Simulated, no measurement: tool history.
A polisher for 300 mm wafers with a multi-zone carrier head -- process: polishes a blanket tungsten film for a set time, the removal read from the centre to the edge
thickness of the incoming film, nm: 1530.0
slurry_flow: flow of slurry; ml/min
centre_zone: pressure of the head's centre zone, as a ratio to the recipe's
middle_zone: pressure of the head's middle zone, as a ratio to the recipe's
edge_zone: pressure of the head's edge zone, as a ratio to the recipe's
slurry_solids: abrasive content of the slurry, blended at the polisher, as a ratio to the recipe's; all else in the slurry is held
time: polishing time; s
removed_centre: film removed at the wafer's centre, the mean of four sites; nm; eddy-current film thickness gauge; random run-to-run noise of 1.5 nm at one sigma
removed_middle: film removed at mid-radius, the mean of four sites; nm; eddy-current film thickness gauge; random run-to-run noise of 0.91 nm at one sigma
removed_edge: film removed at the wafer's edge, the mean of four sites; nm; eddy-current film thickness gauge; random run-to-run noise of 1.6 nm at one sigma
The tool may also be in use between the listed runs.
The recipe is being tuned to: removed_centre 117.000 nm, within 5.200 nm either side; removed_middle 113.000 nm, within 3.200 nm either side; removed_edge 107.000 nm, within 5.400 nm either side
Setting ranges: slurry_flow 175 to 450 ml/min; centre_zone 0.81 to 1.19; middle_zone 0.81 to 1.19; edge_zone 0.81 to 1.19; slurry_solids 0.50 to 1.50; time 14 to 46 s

run,hour,slurry_flow,centre_zone,middle_zone,edge_zone,slurry_solids,time,removed_centre,removed_middle,removed_edge
1,0.0,290,1.00,1.00,1.00,1.00,30,87.619,91.081,90.223
2,2.6,290,1.00,1.00,1.00,1.00,34,103.810,103.780,103.640
3,5.9,290,0.93,1.00,1.00,1.00,34,93.725,102.780,102.730
4,11.1,290,0.93,1.00,1.00,1.00,28,76.633,84.268,85.566
5,18.1,290,0.93,1.00,1.05,1.00,28,77.218,85.144,87.197
6,27.1,290,0.93,1.00,1.05,1.00,31,86.543,92.218,96.924
7,30.3,295,0.97,1.03,1.06,1.05,31,91.343,98.007,100.320
8,33.0,305,1.01,1.05,1.06,1.05,31,95.906,97.959,98.547
9,38.4,305,1.03,1.07,1.06,1.10,31,97.375,100.720,100.330
10,40.6,310,1.06,1.09,1.06,1.15,31,101.710,104.670,99.409
11,46.4,315,1.08,1.10,1.07,1.20,31,104.480,106.710,102.060
12,55.4,320,1.10,1.11,1.08,1.20,31,109.450,108.440,100.850

Below are 5 possible settings for the next run. Only one of them brings all results inside the allowed miss of their targets. Which is it?
A,64.4,265,0.95,0.91,1.19,1.15,36,?,?,?
B,64.4,375,1.18,1.15,1.15,1.20,31,?,?,?
C,64.4,305,1.10,1.07,1.19,1.35,33,?,?,?
D,64.4,345,1.02,1.07,1.17,1.25,31,?,?,?
E,64.4,305,1.12,1.11,1.09,1.25,31,?,?,?

move,removed_centre,removed_middle,removed_edge
A,104.330,104.330,123.410
B,117.370,112.790,107.900
C,117.450,114.640,118.880
D,101.560,106.890,109.510
E,110.230,108.780,104.640
A: misses by more than the last run did
B: all results land within tolerance of their targets
C: brings the last run's worst result on target, with another outside its allowed miss
D: misses by more than the last run did
E: nearer the targets than the last run, but a result is still out of spec
Correct choice: B, which meets every target
